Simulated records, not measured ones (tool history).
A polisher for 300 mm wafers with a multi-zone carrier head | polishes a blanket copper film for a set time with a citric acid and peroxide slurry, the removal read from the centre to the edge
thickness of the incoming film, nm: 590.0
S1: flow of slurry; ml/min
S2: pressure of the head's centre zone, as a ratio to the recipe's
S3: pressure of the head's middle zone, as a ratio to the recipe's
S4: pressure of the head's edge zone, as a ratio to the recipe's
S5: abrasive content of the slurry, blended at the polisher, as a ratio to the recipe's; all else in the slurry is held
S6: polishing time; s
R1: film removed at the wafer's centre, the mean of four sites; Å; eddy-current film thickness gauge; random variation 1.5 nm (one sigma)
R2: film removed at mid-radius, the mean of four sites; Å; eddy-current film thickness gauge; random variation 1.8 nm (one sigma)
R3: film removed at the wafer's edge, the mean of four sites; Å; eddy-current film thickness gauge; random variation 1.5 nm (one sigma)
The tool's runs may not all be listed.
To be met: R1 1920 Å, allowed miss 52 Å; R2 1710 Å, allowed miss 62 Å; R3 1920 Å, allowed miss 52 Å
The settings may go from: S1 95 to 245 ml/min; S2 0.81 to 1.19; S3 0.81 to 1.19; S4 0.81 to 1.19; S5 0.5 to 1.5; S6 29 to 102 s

run  hour   S1    S2    S3    S4    S5  S6      R1      R2      R3
  1     0  155     1     1     1     1  65  1463.4  1419.5  1381.6
  2   3.3  155     1     1  0.92     1  65  1468.6    1426  1321.4
  3  11.3  155     1     1  0.92     1  57  1271.8  1252.7  1162.3
  4  18.6  155     1     1  0.92   0.8  57  1241.4  1234.6    1139
  5  21.4  160     1  0.99  0.98  0.95  62  1386.9  1343.9  1300.4
  6    22  160     1  0.99  0.98   0.9  62  1394.6  1340.1  1283.8
  7  23.3  155     1  0.98  1.03  1.05  66  1475.1  1418.1  1443.8
  8  31.4  155     1  0.98  1.03  1.05  66  1472.6    1447  1436.2
  9  34.9  170  1.02  0.96  1.07  1.15  68    1607  1476.4  1528.7
 10  37.1  170  1.02  0.95   1.1   1.2  70  1673.1  1520.9    1595
 11  40.7  170  1.02  0.94  1.12  1.25  72  1719.6    1561  1696.9
 12  48.4  180  1.02  0.94  1.14   1.3  73  1768.1  1608.9  1741.1
 13  52.5  185  1.02  0.93  1.15  1.35  74  1809.9  1664.5  1794.9
 14  57.6  215  1.03  0.87  1.19  1.45  75  1930.8  1620.6  1884.5
 15  60.3  215  1.02  0.88  1.19  1.45  75  1884.7  1607.6  1890.9

Which of these 4 next moves meets every target?
  A    63  205  1.09  1.07  1.05   1.5  76   ?   ?   ?
  B    63  185     1   0.9  1.14   1.2  81   ?   ?   ?
  C    63  215  0.94  0.92  1.19  1.45  76   ?   ?   ?
  D    63  235  0.96  0.81  1.18   1.5  75   ?   ?   ?

move      R1      R2      R3
   A  2061.8  1941.8  1804.7
   B  1920.1  1743.9  1926.1
   C  1776.6  1740.9  1925.3
   D  1819.5  1595.2  1918.3
A: takes the result that was furthest off past its target
B: meets every target
C: brings the result that was furthest off to its target, and leaves another outside
D: further off than the last run
Move B is the one to make.
